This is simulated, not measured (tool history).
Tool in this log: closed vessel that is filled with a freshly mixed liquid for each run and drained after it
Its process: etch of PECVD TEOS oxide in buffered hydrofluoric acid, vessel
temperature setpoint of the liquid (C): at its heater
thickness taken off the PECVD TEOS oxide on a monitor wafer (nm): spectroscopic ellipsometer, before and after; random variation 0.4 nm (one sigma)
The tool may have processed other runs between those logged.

run,hour,temperature setpoint of the liquid (C),parts of 40 % ammonium fluoride to one part of 49 % hydrofluoric acid (parts by volume),time in the liquid (s),thickness taken off the PECVD TEOS oxide on a monitor wafer (nm)
1,0.0,21.0,7.0,85,169.750
2,1.4,21.0,8.0,85,150.630
3,8.1,20.5,8.5,85,137.520
4,11.4,20.0,9.0,85,126.150
5,17.8,19.5,9.5,85,114.930
6,23.0,19.5,10.5,85,105.610
7,30.6,19.0,10.5,85,103.060
8,33.7,18.5,10.5,85,100.060
9,34.3,18.0,10.5,85,97.263
10,42.9,17.5,11.0,85,91.968

Estimate the outcome of run 11 from the log above:
11,45.1,17.0,11.0,85,?

thickness taken off the PECVD TEOS oxide on a monitor wafer (nm): 90.077
